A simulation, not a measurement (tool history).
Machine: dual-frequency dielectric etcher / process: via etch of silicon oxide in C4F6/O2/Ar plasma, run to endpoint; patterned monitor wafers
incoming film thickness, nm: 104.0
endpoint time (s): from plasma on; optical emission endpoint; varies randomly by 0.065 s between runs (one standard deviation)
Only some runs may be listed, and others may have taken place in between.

| run | day | bias power (W) | source power (W) | Ar flow (sccm) | endpoint time (s) |
|---|---|---|---|---|---|
| 1 | 0 | 520 | 350 | 292 | 25.201 |
| 2 | 0.067 | 520 | 410 | 292 | 23.696 |
| 3 | 0.112 | 520 | 360 | 292 | 24.85 |
| 4 | 0.446 | 520 | 360 | 248 | 24.538 |
| 5 | 0.779 | 592 | 360 | 248 | 23.036 |
|  | 1.112 | source power generator calibrated |
| 6 | 1.112 | 612 | 370 | 246 | 21.917 |
| 7 | 1.412 | 626 | 370 | 246 | 21.821 |

Forecast run 8:
| 8 | 1.571 | 626 | 370 | 246 | ? |

{"run 8": {"endpoint time (s)": 21.658}}
